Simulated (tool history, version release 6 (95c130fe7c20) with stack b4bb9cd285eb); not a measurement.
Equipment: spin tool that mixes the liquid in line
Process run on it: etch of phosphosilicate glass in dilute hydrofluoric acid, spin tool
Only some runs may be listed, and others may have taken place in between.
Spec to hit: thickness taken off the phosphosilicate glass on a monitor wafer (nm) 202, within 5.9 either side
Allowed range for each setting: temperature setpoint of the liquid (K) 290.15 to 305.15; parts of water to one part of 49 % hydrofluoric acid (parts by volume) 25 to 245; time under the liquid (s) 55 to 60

run	hour	temperature setpoint of the liquid (K)	parts of water to one part of 49 % hydrofluoric acid (parts by volume)	time under the liquid (s)	thickness taken off the phosphosilicate glass on a monitor wafer (nm)
1	0	297.15	135	55	70.783
2	6.1	297.15	135	60	76.543
3	8.3	300.65	135	60	87.632
4	9.2	301.65	115	60	110
5	14.9	301.65	115	60	108.54
6	21.8	302.65	100	60	136.34
7	26.9	302.65	100	60	136.47
8	29.3	303.15	90	60	156.57
9	35	303.65	85	60	169.69
10	42	304.15	80	60	184.52

4 next moves are on the table. One of them brings every result within its allowed miss. Which?
A	49	305.15	70	55	?
B	49	297.65	65	60	?
C	49	305.15	80	60	?
D	49	303.65	90	60	?

move	thickness taken off the phosphosilicate glass on a monitor wafer (nm)
A	200.73
B	177.49
C	188.37
D	155.79
A: all results land within tolerance of their targets
B: its largest miss is bigger than the last run's
C: gains on the last run, yet a result remains outside its allowed miss
D: its largest miss is bigger than the last run's
A meets every target.

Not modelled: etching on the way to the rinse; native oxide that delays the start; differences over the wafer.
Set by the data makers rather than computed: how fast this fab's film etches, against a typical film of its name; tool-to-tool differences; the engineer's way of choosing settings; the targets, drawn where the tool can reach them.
